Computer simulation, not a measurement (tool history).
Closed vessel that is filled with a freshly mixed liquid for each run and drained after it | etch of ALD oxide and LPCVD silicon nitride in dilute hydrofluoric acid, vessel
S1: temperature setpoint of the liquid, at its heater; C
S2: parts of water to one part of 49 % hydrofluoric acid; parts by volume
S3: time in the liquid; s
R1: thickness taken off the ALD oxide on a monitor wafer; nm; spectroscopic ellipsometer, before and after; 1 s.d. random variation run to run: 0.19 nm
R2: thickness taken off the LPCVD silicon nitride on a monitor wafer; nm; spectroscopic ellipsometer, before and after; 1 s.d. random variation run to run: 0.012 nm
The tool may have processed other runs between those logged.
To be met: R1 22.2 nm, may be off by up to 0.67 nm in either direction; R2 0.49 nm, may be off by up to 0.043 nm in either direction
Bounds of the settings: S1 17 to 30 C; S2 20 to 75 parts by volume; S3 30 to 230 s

Run 1, hour 0: S1 22 C, S2 45 parts by volume, S3 120 s. Result: R1 42.578 nm, R2 1.009 nm.
Run 2, hour 4.9: S1 22 C, S2 45 parts by volume, S3 160 s. Result: R1 56.397 nm, R2 1.3517 nm.
Run 3, hour 5.9: S1 20.5 C, S2 55 parts by volume, S3 160 s. Result: R1 43.369 nm, R2 1.0351 nm.
Run 4, hour 14.3: S1 19 C, S2 55 parts by volume, S3 160 s. Result: R1 40.377 nm, R2 0.94481 nm.
Run 5, hour 16.2: S1 19 C, S2 65 parts by volume, S3 160 s. Result: R1 33.954 nm, R2 0.76302 nm.
Run 6, hour 20.4: S1 18.5 C, S2 70 parts by volume, S3 150 s. Result: R1 28.776 nm, R2 0.64776 nm.
Run 7, hour 22.1: S1 18 C, S2 70 parts by volume, S3 145 s. Result: R1 27.085 nm, R2 0.61727 nm.
Run 8, hour 28.6: S1 17.5 C, S2 70 parts by volume, S3 140 s. Result: R1 25.671 nm, R2 0.58517 nm.

5 next moves are on the table. One of them brings every result within its allowed miss. Which?
Run A, hour 35.1: S1 18.5 C, S2 70 parts by volume, S3 110 s. Result: R1 ?, R2 ?.
Run B, hour 35.1: S1 17 C, S2 75 parts by volume, S3 135 s. Result: R1 ?, R2 ?.
Run C, hour 35.1: S1 19 C, S2 75 parts by volume, S3 115 s. Result: R1 ?, R2 ?.
Run D, hour 35.1: S1 24.5 C, S2 70 parts by volume, S3 90 s. Result: R1 ?, R2 ?.
Run E, hour 35.1: S1 19.5 C, S2 70 parts by volume, S3 120 s. Result: R1 ?, R2 ?.

move      R1       R2
   A  21.148  0.49123
   B  22.599  0.50758
   C  20.957   0.4972
   D  22.179  0.60482
   E  24.066  0.57443
A: moves the result that the last run missed by most past its target, out the other side
B: all results land within tolerance of their targets
C: moves the result that the last run missed by most past its target, out the other side
D: the worst result of the last run now meets its target, but another is out of spec
E: an improvement on the last run, though not all results are within tolerance
Correct choice: B, which meets every target
